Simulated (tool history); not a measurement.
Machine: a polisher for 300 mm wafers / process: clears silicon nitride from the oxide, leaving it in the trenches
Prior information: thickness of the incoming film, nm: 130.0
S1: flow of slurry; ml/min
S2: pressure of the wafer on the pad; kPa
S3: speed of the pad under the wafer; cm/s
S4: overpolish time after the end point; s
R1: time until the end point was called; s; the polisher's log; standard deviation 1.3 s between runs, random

run,hour,S1,S2,S3,S4,R1
1,0,215,20.7,124,30,117.06
2,3.9,195,20.7,124,30,120.59
3,11.5,145,20.7,124,30,123.6
4,18.6,145,20.7,92,30,168.96
5,24.2,145,23.4,98,30,145.1
6,25.1,145,23.4,98,30,142.4
7,28.9,150,29,124,30,97.741
8,35.3,155,29.6,126,30,96.945

Estimate the outcome of run 9 from the log above:
9,40,155,30.3,130,30,?

R1: 91.106 s

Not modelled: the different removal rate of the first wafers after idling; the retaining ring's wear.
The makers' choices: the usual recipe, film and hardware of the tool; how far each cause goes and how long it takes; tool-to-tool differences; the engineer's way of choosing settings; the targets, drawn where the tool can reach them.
